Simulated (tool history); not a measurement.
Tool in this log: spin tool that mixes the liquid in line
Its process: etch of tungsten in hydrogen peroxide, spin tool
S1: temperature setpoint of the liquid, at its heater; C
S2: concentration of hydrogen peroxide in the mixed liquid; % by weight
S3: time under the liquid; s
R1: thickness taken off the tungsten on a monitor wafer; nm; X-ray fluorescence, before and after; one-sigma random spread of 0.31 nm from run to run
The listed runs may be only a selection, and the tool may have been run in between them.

{"run": 1, "hour": 0.0, "S1": 48, "S2": 16, "S3": 45, "R1": 33.146}
{"run": 2, "hour": 5.5, "S1": 45, "S2": 16, "S3": 45, "R1": 27.665}
{"run": 3, "hour": 8.4, "S1": 45, "S2": 16, "S3": 45, "R1": 27.496}
{"run": 4, "hour": 13.6, "S1": 45, "S2": 12.5, "S3": 45, "R1": 24.436}
{"run": 5, "hour": 15.2, "S1": 45, "S2": 14, "S3": 45, "R1": 25.781}
{"run": 6, "hour": 16.8, "S1": 46.5, "S2": 14, "S3": 45, "R1": 28.401}
{"run": 7, "hour": 18.9, "S1": 48, "S2": 14, "S3": 45, "R1": 30.763}
{"run": 8, "hour": 25.7, "S1": 49, "S2": 14, "S3": 45, "R1": 32.709}
{"run": 9, "hour": 31.0, "S1": 50, "S2": 14, "S3": 45, "R1": 35.137}
{"hour": 39.7, "done": "thermometer replaced"}
{"run": 10, "hour": 39.7, "S1": 51, "S2": 14, "S3": 45, "R1": 33.172}
{"run": 11, "hour": 42.2, "S1": 52.5, "S2": 14, "S3": 45, "R1": 36.443}
{"run": 12, "hour": 44.2, "S1": 53.5, "S2": 14, "S3": 45, "R1": 38.263}
{"run": 13, "hour": 45.1, "S1": 61.5, "S2": 14, "S3": 45, "R1": 61.814}

Forecast run 14:
{"run": 14, "hour": 50.7, "S1": 61.5, "S2": 14, "S3": 45, "R1": "?"}

Logged for run 14: R1 61.071 nm.

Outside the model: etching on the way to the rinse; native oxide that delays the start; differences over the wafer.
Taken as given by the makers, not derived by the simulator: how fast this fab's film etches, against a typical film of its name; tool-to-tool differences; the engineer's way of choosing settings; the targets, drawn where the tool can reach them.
